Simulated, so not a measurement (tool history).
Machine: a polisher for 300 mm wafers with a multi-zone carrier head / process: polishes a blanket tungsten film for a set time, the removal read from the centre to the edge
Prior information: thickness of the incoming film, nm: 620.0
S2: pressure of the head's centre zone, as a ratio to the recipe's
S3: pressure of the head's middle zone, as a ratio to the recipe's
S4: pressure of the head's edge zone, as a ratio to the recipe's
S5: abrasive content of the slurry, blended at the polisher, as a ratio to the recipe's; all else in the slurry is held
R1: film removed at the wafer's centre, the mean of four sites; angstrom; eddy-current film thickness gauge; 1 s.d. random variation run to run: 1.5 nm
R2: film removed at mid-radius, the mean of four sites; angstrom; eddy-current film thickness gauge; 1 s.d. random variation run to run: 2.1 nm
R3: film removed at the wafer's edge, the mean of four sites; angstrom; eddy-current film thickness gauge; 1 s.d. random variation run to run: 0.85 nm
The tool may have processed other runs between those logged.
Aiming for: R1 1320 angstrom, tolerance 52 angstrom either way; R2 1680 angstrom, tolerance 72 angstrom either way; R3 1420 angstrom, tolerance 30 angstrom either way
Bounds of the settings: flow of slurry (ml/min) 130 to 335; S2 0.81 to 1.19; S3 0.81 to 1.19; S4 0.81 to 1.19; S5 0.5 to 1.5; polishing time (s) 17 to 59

Run 1, hour 0: flow of slurry (ml/min) 215, S2 1, S3 1, S4 1, S5 1, polishing time (s) 38. Result: R1 2455.7 angstrom, R2 2427.3 angstrom, R3 2408.1 angstrom.
Run 2, hour 6.1: flow of slurry (ml/min) 210, S2 0.97, S3 1.02, S4 0.97, S5 0.9, polishing time (s) 36. Result: R1 2221.9 angstrom, R2 2286.2 angstrom, R3 2197.3 angstrom.
Run 3, hour 13.4: flow of slurry (ml/min) 210, S2 0.97, S3 1.09, S4 0.97, S5 0.9, polishing time (s) 36. Result: R1 2245.1 angstrom, R2 2417.2 angstrom, R3 2207.6 angstrom.
Run 4, hour 16.8: flow of slurry (ml/min) 205, S2 0.94, S3 1.1, S4 0.95, S5 0.8, polishing time (s) 34. Result: R1 1957.7 angstrom, R2 2199 angstrom, R3 1986.9 angstrom.
Run 5, hour 21.1: flow of slurry (ml/min) 205, S2 0.9, S3 1.1, S4 0.95, S5 0.8, polishing time (s) 34. Result: R1 1866.9 angstrom, R2 2223.6 angstrom, R3 1980.7 angstrom.
Run 6, hour 28.8: flow of slurry (ml/min) 200, S2 0.89, S3 1.1, S4 0.93, S5 0.75, polishing time (s) 33. Result: R1 1791.7 angstrom, R2 2092.1 angstrom, R3 1877.2 angstrom.
Run 7, hour 34.2: flow of slurry (ml/min) 195, S2 0.87, S3 1.11, S4 0.91, S5 0.7, polishing time (s) 32. Result: R1 1611.1 angstrom, R2 2010.4 angstrom, R3 1765.7 angstrom.
Run 8, hour 39.4: flow of slurry (ml/min) 190, S2 0.87, S3 1.11, S4 0.89, S5 0.65, polishing time (s) 31. Result: R1 1545.5 angstrom, R2 1841.7 angstrom, R3 1659.4 angstrom.
Run 9, hour 44.8: flow of slurry (ml/min) 185, S2 0.86, S3 1.13, S4 0.87, S5 0.6, polishing time (s) 31. Result: R1 1501.3 angstrom, R2 1865.1 angstrom, R3 1591 angstrom.
Run 10, hour 52.4: flow of slurry (ml/min) 150, S2 0.81, S3 1.08, S4 0.81, S5 0.5, polishing time (s) 30. Result: R1 1235.7 angstrom, R2 1607 angstrom, R3 1398.6 angstrom.
Run 11, hour 58.8: flow of slurry (ml/min) 185, S2 0.85, S3 1.12, S4 0.82, S5 0.5, polishing time (s) 29. Result: R1 1294 angstrom, R2 1606.2 angstrom, R3 1377.4 angstrom.
Run 12, hour 59.5: flow of slurry (ml/min) 205, S2 0.84, S3 1.17, S4 0.85, S5 0.55, polishing time (s) 29. Result: R1 1340.6 angstrom, R2 1792 angstrom, R3 1469.4 angstrom.

Which single option among these 5 for the next run brings every result within its allowed miss of target? Just one does.
Run A, hour 60.2: flow of slurry (ml/min) 255, S2 0.85, S3 1.13, S4 0.87, S5 0.5, polishing time (s) 28. Result: R1 ?, R2 ?, R3 ?.
Run B, hour 60.2: flow of slurry (ml/min) 210, S2 0.81, S3 1.17, S4 0.83, S5 0.6, polishing time (s) 30. Result: R1 ?, R2 ?, R3 ?.
Run C, hour 60.2: flow of slurry (ml/min) 305, S2 0.83, S3 1.19, S4 0.91, S5 0.55, polishing time (s) 28. Result: R1 ?, R2 ?, R3 ?.
Run D, hour 60.2: flow of slurry (ml/min) 170, S2 0.84, S3 1, S4 0.94, S5 0.5, polishing time (s) 30. Result: R1 ?, R2 ?, R3 ?.
Run E, hour 60.2: flow of slurry (ml/min) 205, S2 0.83, S3 1.16, S4 0.92, S5 0.5, polishing time (s) 30. Result: R1 ?, R2 ?, R3 ?.

move      R1      R2      R3
   A  1302.5  1676.9    1414
   B  1361.4  1897.6  1534.5
   C  1334.8  1831.2  1500.9
   D    1291  1537.5  1500.8
   E  1320.3  1783.5  1517.4
A: in spec on every target
B: the biggest miss grows against the last run
C: the biggest miss grows against the last run
D: the biggest miss grows against the last run
E: the biggest miss grows against the last run
Move A is the one to make.

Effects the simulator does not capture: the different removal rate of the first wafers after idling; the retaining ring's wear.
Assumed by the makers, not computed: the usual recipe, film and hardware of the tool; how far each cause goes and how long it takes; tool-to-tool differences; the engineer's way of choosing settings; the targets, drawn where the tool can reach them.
